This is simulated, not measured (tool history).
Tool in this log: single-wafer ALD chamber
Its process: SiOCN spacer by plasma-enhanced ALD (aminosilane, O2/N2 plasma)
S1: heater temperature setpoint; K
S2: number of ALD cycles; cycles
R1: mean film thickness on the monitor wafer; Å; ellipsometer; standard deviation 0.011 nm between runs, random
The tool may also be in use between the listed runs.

run	hour	S1	S2	R1
1	0.0	693.15	81	46.190
2	1.2	689.15	81	46.647
3	5.0	689.15	85	49.103
4	6.5	696.15	85	47.883
5	14.9	704.15	85	46.787
6	16.9	704.15	95	52.224

For run 7, what comes out?
7	25.1	704.15	95	?

R1: 51.968 Å

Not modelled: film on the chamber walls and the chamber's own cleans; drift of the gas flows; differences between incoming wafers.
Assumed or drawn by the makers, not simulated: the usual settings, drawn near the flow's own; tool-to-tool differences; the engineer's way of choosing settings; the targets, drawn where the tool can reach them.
